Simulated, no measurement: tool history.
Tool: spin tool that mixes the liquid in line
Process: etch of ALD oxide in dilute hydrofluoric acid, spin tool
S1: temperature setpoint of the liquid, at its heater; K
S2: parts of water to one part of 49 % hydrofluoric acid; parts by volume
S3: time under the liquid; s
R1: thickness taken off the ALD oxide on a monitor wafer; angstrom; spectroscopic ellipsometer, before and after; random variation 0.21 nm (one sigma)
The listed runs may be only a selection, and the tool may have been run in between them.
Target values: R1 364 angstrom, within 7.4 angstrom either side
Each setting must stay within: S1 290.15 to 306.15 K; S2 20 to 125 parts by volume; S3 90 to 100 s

run 1 hour=0 | S1=298.15 S2=70 S3=90 | R1=187.88
run 2 hour=2.8 | S1=298.15 S2=80 S3=90 | R1=160.95
run 3 hour=7.9 | S1=299.15 S2=75 S3=90 | R1=182.82
run 4 hour=10.2 | S1=299.15 S2=75 S3=100 | R1=202.35
run 5 hour=15.1 | S1=299.65 S2=70 S3=100 | R1=220.54
run 6 hour=17.1 | S1=299.65 S2=90 S3=100 | R1=167.43
run 7 hour=17.7 | S1=300.15 S2=85 S3=100 | R1=181.95
run 8 hour=22.3 | S1=300.65 S2=80 S3=100 | R1=198.25
run 9 hour=30.9 | S1=301.15 S2=75 S3=100 | R1=217.63
run 10 hour=36.9 | S1=301.65 S2=70 S3=100 | R1=240.9
run 11 hour=42.8 | S1=302.15 S2=70 S3=100 | R1=246.57
run 12 hour=46.8 | S1=302.65 S2=70 S3=100 | R1=248.79
run 13 hour=49 | S1=306.15 S2=50 S3=100 | R1=415.3
run 14 hour=51.9 | S1=305.65 S2=50 S3=100 | R1=405.47

Next run, 5 choices. One meets every target within its allowed miss, the rest don't. Which?
run A hour=54.8 | S1=304.65 S2=50 S3=100 | R1=?
run B hour=54.8 | S1=305.65 S2=50 S3=95 | R1=?
run C hour=54.8 | S1=305.65 S2=50 S3=90 | R1=?
run D hour=54.8 | S1=303.65 S2=50 S3=100 | R1=?
run E hour=54.8 | S1=304.15 S2=50 S3=100 | R1=?

move=A R1=389.18
move=B R1=384.28
move=C R1=364.05
move=D R1=374.32
move=E R1=381.69
A: an improvement on the last run, though not all results are within tolerance
B: an improvement on the last run, though not all results are within tolerance
C: meets every target
D: an improvement on the last run, though not all results are within tolerance
E: an improvement on the last run, though not all results are within tolerance
C meets every target.
